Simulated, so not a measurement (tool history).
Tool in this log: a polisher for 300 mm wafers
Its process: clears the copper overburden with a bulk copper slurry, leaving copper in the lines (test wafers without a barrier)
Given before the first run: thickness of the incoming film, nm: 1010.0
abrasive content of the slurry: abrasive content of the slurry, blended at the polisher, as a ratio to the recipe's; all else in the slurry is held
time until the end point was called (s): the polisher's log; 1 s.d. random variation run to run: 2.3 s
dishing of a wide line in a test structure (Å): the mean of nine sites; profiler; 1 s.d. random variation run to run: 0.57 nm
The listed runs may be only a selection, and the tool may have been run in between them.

run,hour,flow of slurry (ml/min),pressure of the wafer on the pad (psi),speed of the pad under the wafer (cm/s),abrasive content of the slurry,overpolish time after the end point (s),time until the end point was called (s),dishing of a wide line in a test structure (Å)
1,0.0,290,2.9,86,1.0,17,114.55,518.20
2,1.4,290,2.6,82,1.0,14,134.24,427.20
3,7.4,290,2.3,80,1.0,13,152.87,385.07
4,14.6,245,2.3,80,1.0,13,155.15,390.34
5,21.1,245,2.1,78,1.0,12,176.44,365.49
6,25.3,245,2.7,78,1.0,12,135.64,400.17
7,34.3,245,2.4,76,1.0,11,158.84,356.64
8,36.5,245,2.2,76,1.0,11,170.74,345.21
9,38.0,245,2.0,76,1.0,11,187.84,314.24

Run 10 has not been measured yet. What should we expect?
10,42.4,245,1.9,76,1.0,11,?,?

Logged for run 10: time until the end point was called (s) 196.54, dishing of a wide line in a test structure (Å) 294.73.
